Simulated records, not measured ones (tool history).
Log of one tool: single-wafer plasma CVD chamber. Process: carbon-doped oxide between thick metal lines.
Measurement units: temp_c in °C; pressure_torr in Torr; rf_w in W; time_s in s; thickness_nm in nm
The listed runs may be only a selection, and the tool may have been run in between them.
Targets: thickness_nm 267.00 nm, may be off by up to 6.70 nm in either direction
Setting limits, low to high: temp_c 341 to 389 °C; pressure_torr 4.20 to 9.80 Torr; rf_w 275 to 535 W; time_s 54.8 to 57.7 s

run 1 hour=0.0 | temp_c=365 pressure_torr=7.00 rf_w=405 time_s=57.7 | thickness_nm=238.83
run 2 hour=8.9 | temp_c=365 pressure_torr=7.71 rf_w=405 time_s=57.7 | thickness_nm=242.18
run 3 hour=17.3 | temp_c=365 pressure_torr=7.71 rf_w=405 time_s=54.8 | thickness_nm=229.25
run 4 hour=18.1 | temp_c=365 pressure_torr=7.73 rf_w=415 time_s=54.9 | thickness_nm=230.71
run 5 hour=26.4 | temp_c=365 pressure_torr=7.73 rf_w=425 time_s=55.2 | thickness_nm=236.49
run 6 hour=31.0 | temp_c=370 pressure_torr=7.73 rf_w=425 time_s=55.2 | thickness_nm=236.37
run 7 hour=37.6 | temp_c=370 pressure_torr=7.73 rf_w=435 time_s=55.4 | thickness_nm=240.42
run 8 hour=38.2 | temp_c=370 pressure_torr=7.73 rf_w=445 time_s=55.5 | thickness_nm=245.80

4 candidate next runs follow, results not yet known. Just one meets every target within its allowed miss. Identify it.
run A hour=38.8 | temp_c=357 pressure_torr=8.60 rf_w=530 time_s=56.8 | thickness_nm=?
run B hour=38.8 | temp_c=372 pressure_torr=8.08 rf_w=440 time_s=55.2 | thickness_nm=?
run C hour=38.8 | temp_c=375 pressure_torr=7.50 rf_w=500 time_s=57.7 | thickness_nm=?
run D hour=38.8 | temp_c=378 pressure_torr=6.37 rf_w=400 time_s=56.4 | thickness_nm=?

move=A thickness_nm=279.42
move=B thickness_nm=237.85
move=C thickness_nm=263.60
move=D thickness_nm=224.13
A: pushes the last run's worst result past its target
B: misses by more than the last run did
C: every result within its allowed miss
D: misses by more than the last run did
Go with C: it meets all targets.

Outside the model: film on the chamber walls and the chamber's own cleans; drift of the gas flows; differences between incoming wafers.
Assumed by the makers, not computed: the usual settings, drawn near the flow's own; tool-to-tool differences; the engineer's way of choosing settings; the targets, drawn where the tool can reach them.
